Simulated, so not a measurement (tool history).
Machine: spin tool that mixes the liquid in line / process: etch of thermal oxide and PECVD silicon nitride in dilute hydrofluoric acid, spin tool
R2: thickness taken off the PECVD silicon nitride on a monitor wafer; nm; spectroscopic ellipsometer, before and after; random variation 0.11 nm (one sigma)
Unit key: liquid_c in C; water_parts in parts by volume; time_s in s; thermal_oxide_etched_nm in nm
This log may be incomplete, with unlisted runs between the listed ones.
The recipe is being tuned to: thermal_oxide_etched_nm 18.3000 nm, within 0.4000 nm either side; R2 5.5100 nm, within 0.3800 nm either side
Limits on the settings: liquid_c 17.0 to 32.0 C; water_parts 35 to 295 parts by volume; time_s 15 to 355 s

Run 1, hour 0.0: liquid_c 24.0 C, water_parts 165 parts by volume, time_s 180 s. Result: thermal_oxide_etched_nm 5.0491 nm, R2 1.8447 nm.
Run 2, hour 1.3: liquid_c 24.0 C, water_parts 140 parts by volume, time_s 190 s. Result: thermal_oxide_etched_nm 6.5537 nm, R2 2.3653 nm.
Run 3, hour 6.7: liquid_c 24.0 C, water_parts 175 parts by volume, time_s 190 s. Result: thermal_oxide_etched_nm 5.0111 nm, R2 1.8912 nm.
Run 4, hour 10.6: liquid_c 24.0 C, water_parts 175 parts by volume, time_s 240 s. Result: thermal_oxide_etched_nm 6.4186 nm, R2 2.3650 nm.
Run 5, hour 12.8: liquid_c 24.0 C, water_parts 145 parts by volume, time_s 240 s. Result: thermal_oxide_etched_nm 7.9699 nm, R2 2.8071 nm.
Run 6, hour 18.4: liquid_c 26.5 C, water_parts 145 parts by volume, time_s 240 s. Result: thermal_oxide_etched_nm 8.7027 nm, R2 3.2452 nm.
Run 7, hour 20.0: liquid_c 26.0 C, water_parts 125 parts by volume, time_s 240 s. Result: thermal_oxide_etched_nm 10.1850 nm, R2 3.7202 nm.
Run 8, hour 25.8: liquid_c 25.5 C, water_parts 105 parts by volume, time_s 240 s. Result: thermal_oxide_etched_nm 12.2110 nm, R2 4.1793 nm.
Run 9, hour 32.8: liquid_c 25.0 C, water_parts 40 parts by volume, time_s 230 s. Result: thermal_oxide_etched_nm 32.8250 nm, R2 10.1090 nm.
Run 10, hour 36.3: liquid_c 24.5 C, water_parts 50 parts by volume, time_s 230 s. Result: thermal_oxide_etched_nm 25.1330 nm, R2 8.2161 nm.
Run 11, hour 43.5: liquid_c 20.5 C, water_parts 45 parts by volume, time_s 225 s. Result: thermal_oxide_etched_nm 23.5370 nm, R2 6.5621 nm.
Run 12, hour 52.4: liquid_c 21.5 C, water_parts 90 parts by volume, time_s 230 s. Result: thermal_oxide_etched_nm 11.8830 nm, R2 3.7241 nm.

5 candidate next runs follow, results not yet known. Just one meets every target within its allowed miss. Identify it.
Run A, hour 61.3: liquid_c 20.0 C, water_parts 75 parts by volume, time_s 265 s. Result: thermal_oxide_etched_nm ?, R2 ?.
Run B, hour 61.3: liquid_c 21.5 C, water_parts 75 parts by volume, time_s 290 s. Result: thermal_oxide_etched_nm ?, R2 ?.
Run C, hour 61.3: liquid_c 27.5 C, water_parts 85 parts by volume, time_s 275 s. Result: thermal_oxide_etched_nm ?, R2 ?.
Run D, hour 61.3: liquid_c 25.0 C, water_parts 55 parts by volume, time_s 170 s. Result: thermal_oxide_etched_nm ?, R2 ?.
Run E, hour 61.3: liquid_c 29.5 C, water_parts 95 parts by volume, time_s 270 s. Result: thermal_oxide_etched_nm ?, R2 ?.

move  thermal_oxide_etched_nm      R2
   A                  15.6620  4.4330
   B                  18.2400  5.3750
   C                  19.1580  6.7033
   D                  17.2610  5.4070
   E                  17.9200  6.6915
A: moves toward the targets from the last run without getting all of them in spec
B: every result within its allowed miss
C: carries the result that was furthest off beyond its target, to the other side
D: moves toward the targets from the last run without getting all of them in spec
E: brings the last run's worst result on target, with another outside its allowed miss
So the answer is move B, the one that meets all the targets.
